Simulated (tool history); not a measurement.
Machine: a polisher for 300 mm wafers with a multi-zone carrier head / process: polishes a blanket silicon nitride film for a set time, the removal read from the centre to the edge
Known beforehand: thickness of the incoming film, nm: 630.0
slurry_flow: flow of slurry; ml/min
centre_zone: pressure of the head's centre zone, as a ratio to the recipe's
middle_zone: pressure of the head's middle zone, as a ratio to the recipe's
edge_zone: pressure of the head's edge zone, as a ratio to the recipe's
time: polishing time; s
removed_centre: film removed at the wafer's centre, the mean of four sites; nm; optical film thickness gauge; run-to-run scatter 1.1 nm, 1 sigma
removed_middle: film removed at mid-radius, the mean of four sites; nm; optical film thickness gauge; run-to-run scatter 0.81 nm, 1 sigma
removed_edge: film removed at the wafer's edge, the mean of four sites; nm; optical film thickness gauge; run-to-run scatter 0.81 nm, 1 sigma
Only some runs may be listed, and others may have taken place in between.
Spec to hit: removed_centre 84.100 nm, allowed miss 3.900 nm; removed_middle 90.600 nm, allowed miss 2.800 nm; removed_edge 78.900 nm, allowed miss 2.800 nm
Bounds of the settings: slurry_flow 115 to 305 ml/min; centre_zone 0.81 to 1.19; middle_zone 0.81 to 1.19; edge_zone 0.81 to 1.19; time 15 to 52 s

{"run": 1, "hour": 0.0, "slurry_flow": 195, "centre_zone": 1.0, "middle_zone": 1.0, "edge_zone": 1.0, "time": 33, "removed_centre": 61.093, "removed_middle": 59.651, "removed_edge": 59.501}
{"run": 2, "hour": 7.1, "slurry_flow": 205, "centre_zone": 1.01, "middle_zone": 1.04, "edge_zone": 1.02, "time": 35, "removed_centre": 66.326, "removed_middle": 66.132, "removed_edge": 62.366}
{"run": 3, "hour": 15.4, "slurry_flow": 225, "centre_zone": 1.01, "middle_zone": 1.04, "edge_zone": 1.02, "time": 35, "removed_centre": 66.515, "removed_middle": 68.634, "removed_edge": 63.759}
{"run": 4, "hour": 19.6, "slurry_flow": 235, "centre_zone": 1.02, "middle_zone": 1.05, "edge_zone": 1.03, "time": 36, "removed_centre": 70.313, "removed_middle": 69.488, "removed_edge": 66.536}
{"run": 5, "hour": 23.8, "slurry_flow": 235, "centre_zone": 1.02, "middle_zone": 1.05, "edge_zone": 1.07, "time": 36, "removed_centre": 68.871, "removed_middle": 70.108, "removed_edge": 67.774}
{"run": 6, "hour": 27.2, "slurry_flow": 235, "centre_zone": 1.02, "middle_zone": 1.12, "edge_zone": 1.07, "time": 36, "removed_centre": 69.228, "removed_middle": 73.796, "removed_edge": 68.592}
{"run": 7, "hour": 35.4, "slurry_flow": 245, "centre_zone": 1.03, "middle_zone": 1.13, "edge_zone": 1.07, "time": 37, "removed_centre": 71.747, "removed_middle": 78.282, "removed_edge": 69.073}
{"run": 8, "hour": 44.0, "slurry_flow": 250, "centre_zone": 1.04, "middle_zone": 1.14, "edge_zone": 1.08, "time": 38, "removed_centre": 75.578, "removed_middle": 80.267, "removed_edge": 72.521}
{"run": 9, "hour": 46.6, "slurry_flow": 255, "centre_zone": 1.04, "middle_zone": 1.15, "edge_zone": 1.08, "time": 39, "removed_centre": 77.402, "removed_middle": 82.719, "removed_edge": 73.596}
{"hour": 52.9, "done": "edge zone pressure recalibrated"}
{"run": 10, "hour": 52.9, "slurry_flow": 260, "centre_zone": 1.04, "middle_zone": 1.16, "edge_zone": 1.08, "time": 39, "removed_centre": 78.885, "removed_middle": 83.221, "removed_edge": 77.52}
{"run": 11, "hour": 55.4, "slurry_flow": 260, "centre_zone": 1.04, "middle_zone": 1.19, "edge_zone": 0.98, "time": 41, "removed_centre": 80.898, "removed_middle": 89.303, "removed_edge": 76.565}

Which single option among these 4 for the next run brings every result within its allowed miss of target? Just one does.
{"run": "A", "hour": 57.9, "slurry_flow": 215, "centre_zone": 1.14, "middle_zone": 1.19, "edge_zone": 0.9, "time": 42, "removed_centre": "?", "removed_middle": "?", "removed_edge": "?"}
{"run": "B", "hour": 57.9, "slurry_flow": 245, "centre_zone": 1.05, "middle_zone": 1.19, "edge_zone": 0.97, "time": 40, "removed_centre": "?", "removed_middle": "?", "removed_edge": "?"}
{"run": "C", "hour": 57.9, "slurry_flow": 245, "centre_zone": 1.08, "middle_zone": 1.19, "edge_zone": 0.9, "time": 41, "removed_centre": "?", "removed_middle": "?", "removed_edge": "?"}
{"run": "D", "hour": 57.9, "slurry_flow": 240, "centre_zone": 1.02, "middle_zone": 1.15, "edge_zone": 0.98, "time": 43, "removed_centre": "?", "removed_middle": "?", "removed_edge": "?"}

move=A removed_centre=92.272 removed_middle=90.749 removed_edge=73.852
move=B removed_centre=82.496 removed_middle=87.992 removed_edge=73.711
move=C removed_centre=86.992 removed_middle=90.187 removed_edge=73.050
move=D removed_centre=85.857 removed_middle=91.613 removed_edge=79.500
A: further off than the last run
B: further off than the last run
C: further off than the last run
D: hits every target within its allowed miss
The right move is D.

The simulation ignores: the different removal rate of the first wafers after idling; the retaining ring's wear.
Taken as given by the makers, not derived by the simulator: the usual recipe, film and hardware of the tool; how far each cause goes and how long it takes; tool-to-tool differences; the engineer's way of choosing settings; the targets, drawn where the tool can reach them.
